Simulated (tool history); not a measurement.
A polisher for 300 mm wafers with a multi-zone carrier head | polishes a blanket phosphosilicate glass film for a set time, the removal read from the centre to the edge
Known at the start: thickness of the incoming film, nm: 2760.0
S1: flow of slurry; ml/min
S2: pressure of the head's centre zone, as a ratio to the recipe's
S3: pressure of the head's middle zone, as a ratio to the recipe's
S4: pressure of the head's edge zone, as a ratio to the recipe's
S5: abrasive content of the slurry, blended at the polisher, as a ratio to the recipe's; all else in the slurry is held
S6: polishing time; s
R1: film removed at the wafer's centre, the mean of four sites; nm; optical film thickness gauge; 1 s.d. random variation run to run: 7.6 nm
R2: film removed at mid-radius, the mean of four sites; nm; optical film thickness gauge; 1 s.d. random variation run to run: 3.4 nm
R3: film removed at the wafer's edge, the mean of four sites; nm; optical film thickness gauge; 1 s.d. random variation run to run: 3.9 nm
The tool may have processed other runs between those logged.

Run 1, day 0: S1 290 ml/min, S2 1, S3 1, S4 1, S5 1, S6 68 s. Result: R1 417.59 nm, R2 420.89 nm, R3 435.56 nm.
Run 2, day 0.3: S1 300 ml/min, S2 1.05, S3 1, S4 1.04, S5 1.15, S6 69 s. Result: R1 481.24 nm, R2 460 nm, R3 486.5 nm.
Run 3, day 0.504: S1 315 ml/min, S2 1.09, S3 1, S4 1.07, S5 1.25, S6 69 s. Result: R1 524.32 nm, R2 483.77 nm, R3 513.58 nm.
Run 4, day 0.75: S1 320 ml/min, S2 1.12, S3 0.99, S4 1.09, S5 1.3, S6 70 s. Result: R1 556.05 nm, R2 492.71 nm, R3 533.56 nm.
Run 5, day 0.871: S1 320 ml/min, S2 1.12, S3 0.99, S4 1.13, S5 1.3, S6 70 s. Result: R1 551.8 nm, R2 495.06 nm, R3 545.19 nm.
At day 1.162: edge zone pressure recalibrated.
Run 6, day 1.162: S1 330 ml/min, S2 1.14, S3 0.99, S4 1.14, S5 1.35, S6 71 s. Result: R1 574.98 nm, R2 513.51 nm, R3 554.12 nm.

Estimate the outcome of run 7 from the log above:
Run 7, day 1.262: S1 320 ml/min, S2 1.15, S3 0.98, S4 1.14, S5 1.4, S6 73 s. Result: R1 ?, R2 ?, R3 ?.

{"run 7": {"R1": 617.54, "R2": 526.48, "R3": 577.61}}

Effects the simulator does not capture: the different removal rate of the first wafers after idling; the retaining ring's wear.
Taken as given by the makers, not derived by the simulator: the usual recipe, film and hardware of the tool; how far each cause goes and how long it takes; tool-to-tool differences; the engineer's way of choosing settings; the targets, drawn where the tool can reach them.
